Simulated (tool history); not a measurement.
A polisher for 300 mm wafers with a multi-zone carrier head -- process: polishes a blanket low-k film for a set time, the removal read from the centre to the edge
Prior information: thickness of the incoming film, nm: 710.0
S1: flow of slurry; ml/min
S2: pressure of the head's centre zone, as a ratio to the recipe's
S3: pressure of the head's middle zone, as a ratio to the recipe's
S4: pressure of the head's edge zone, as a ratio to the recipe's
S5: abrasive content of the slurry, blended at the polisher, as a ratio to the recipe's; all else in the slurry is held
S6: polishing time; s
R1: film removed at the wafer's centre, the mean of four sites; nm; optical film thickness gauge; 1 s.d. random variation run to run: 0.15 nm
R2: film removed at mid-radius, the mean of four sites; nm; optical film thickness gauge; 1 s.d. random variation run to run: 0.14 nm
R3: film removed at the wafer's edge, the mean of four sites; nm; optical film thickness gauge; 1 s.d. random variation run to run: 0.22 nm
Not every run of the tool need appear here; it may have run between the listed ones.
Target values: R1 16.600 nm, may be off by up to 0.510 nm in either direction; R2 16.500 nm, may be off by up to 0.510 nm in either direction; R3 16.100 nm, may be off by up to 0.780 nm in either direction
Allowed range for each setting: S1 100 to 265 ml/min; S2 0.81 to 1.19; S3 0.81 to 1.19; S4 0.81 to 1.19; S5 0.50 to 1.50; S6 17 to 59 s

run    day   S1    S2    S3    S4    S5  S6      R1      R2      R3
  1  0.000  170  1.00  1.00  1.00  1.00  38  14.272  14.092  13.987
  2  0.046  180  1.01  1.01  1.02  1.00  38  14.409  14.143  14.227
  3  0.150  185  1.02  1.03  1.03  1.00  38  14.373  14.698  14.236
  4  0.425  190  1.03  1.03  1.04  1.00  38  14.728  14.679  14.585
  5  0.521  195  1.04  1.04  1.05  1.00  38  14.969  14.778  13.879
  6  0.604  195  1.07  1.04  1.05  1.00  38  15.337  14.972  14.387
  7  0.746  195  1.07  1.04  1.06  1.05  38  15.725  15.172  15.088
  8  0.975  200  1.07  1.05  1.07  1.05  38  15.878  15.615  14.690

Which of these 5 next moves meets every target?
  A  1.204  175  1.07  1.07  1.12  1.05  41   ?   ?   ?
  B  1.204  200  1.08  1.06  1.04  0.90  39   ?   ?   ?
  C  1.204  120  0.90  0.95  1.06  0.95  50   ?   ?   ?
  D  1.204  180  1.00  0.89  1.13  1.15  40   ?   ?   ?
  E  1.204  200  1.10  1.15  1.07  1.10  35   ?   ?   ?

move      R1      R2      R3
   A  16.765  16.696  16.395
   B  15.312  14.952  14.183
   C  15.046  16.345  17.629
   D  15.965  14.620  16.821
   E  15.383  15.789  14.161
A: meets every target
B: lands further from the targets than the last run did
C: takes the result that was furthest off past its target
D: the furthest-off result lands on target, but another misses its tolerance
E: lands further from the targets than the last run did
The right move is A.
